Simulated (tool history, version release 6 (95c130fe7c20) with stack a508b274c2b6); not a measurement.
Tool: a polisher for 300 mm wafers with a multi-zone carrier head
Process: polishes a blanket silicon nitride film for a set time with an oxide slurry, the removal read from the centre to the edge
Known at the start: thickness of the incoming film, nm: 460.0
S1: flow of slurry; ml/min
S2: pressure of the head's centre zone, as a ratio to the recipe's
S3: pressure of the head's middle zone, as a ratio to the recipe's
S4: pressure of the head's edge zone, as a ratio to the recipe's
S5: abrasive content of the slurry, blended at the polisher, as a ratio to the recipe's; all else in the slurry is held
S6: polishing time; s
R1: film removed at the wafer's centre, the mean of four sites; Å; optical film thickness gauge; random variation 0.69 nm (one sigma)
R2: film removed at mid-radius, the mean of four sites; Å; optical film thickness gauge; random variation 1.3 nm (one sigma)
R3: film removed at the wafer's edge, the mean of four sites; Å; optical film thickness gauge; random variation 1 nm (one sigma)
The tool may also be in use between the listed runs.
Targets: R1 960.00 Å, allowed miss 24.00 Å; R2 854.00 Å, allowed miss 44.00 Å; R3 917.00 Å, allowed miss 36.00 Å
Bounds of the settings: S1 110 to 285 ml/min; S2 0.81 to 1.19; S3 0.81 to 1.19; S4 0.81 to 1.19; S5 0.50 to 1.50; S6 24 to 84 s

run 1 hour=0.0 | S1=180 S2=1.00 S3=1.00 S4=1.00 S5=1.00 S6=54 | R1=633.11 R2=653.98 R3=664.40
run 2 hour=1.6 | S1=180 S2=1.00 S3=1.00 S4=1.00 S5=1.10 S6=54 | R1=655.53 R2=659.50 R3=677.79
run 3 hour=7.6 | S1=180 S2=1.06 S3=1.00 S4=1.00 S5=1.10 S6=54 | R1=698.94 R2=675.74 R3=685.08
run 4 hour=14.4 | S1=180 S2=1.06 S3=1.00 S4=1.03 S5=1.10 S6=54 | R1=701.91 R2=688.76 R3=687.69
run 5 hour=18.1 | S1=185 S2=1.06 S3=0.99 S4=1.04 S5=1.15 S6=55 | R1=717.88 R2=693.28 R3=715.50
run 6 hour=22.3 | S1=185 S2=1.06 S3=0.99 S4=0.98 S5=1.15 S6=55 | R1=736.17 R2=723.98 R3=715.57
run 7 hour=30.7 | S1=190 S2=1.06 S3=0.98 S4=0.99 S5=1.20 S6=55 | R1=742.30 R2=705.49 R3=713.52
run 8 hour=34.0 | S1=150 S2=1.13 S3=1.03 S4=1.09 S5=1.45 S6=63 | R1=930.53 R2=865.33 R3=908.88

4 next moves are on the table. One of them brings every result within its allowed miss. Which?
run A hour=37.3 | S1=160 S2=1.05 S3=1.03 S4=1.11 S5=1.30 S6=65 | R1=? R2=? R3=?
run B hour=37.3 | S1=120 S2=1.13 S3=0.96 S4=1.03 S5=1.45 S6=64 | R1=? R2=? R3=?
run C hour=37.3 | S1=160 S2=1.06 S3=0.96 S4=1.16 S5=1.50 S6=65 | R1=? R2=? R3=?
run D hour=37.3 | S1=110 S2=1.16 S3=0.99 S4=1.08 S5=1.45 S6=67 | R1=? R2=? R3=?

move=A R1=871.52 R2=846.12 R3=897.13
move=B R1=912.12 R2=793.05 R3=856.85
move=C R1=922.57 R2=850.61 R3=963.15
move=D R1=965.18 R2=833.80 R3=909.37
A: further off than the last run
B: further off than the last run
C: further off than the last run
D: meets every target
Move D is the one to make.

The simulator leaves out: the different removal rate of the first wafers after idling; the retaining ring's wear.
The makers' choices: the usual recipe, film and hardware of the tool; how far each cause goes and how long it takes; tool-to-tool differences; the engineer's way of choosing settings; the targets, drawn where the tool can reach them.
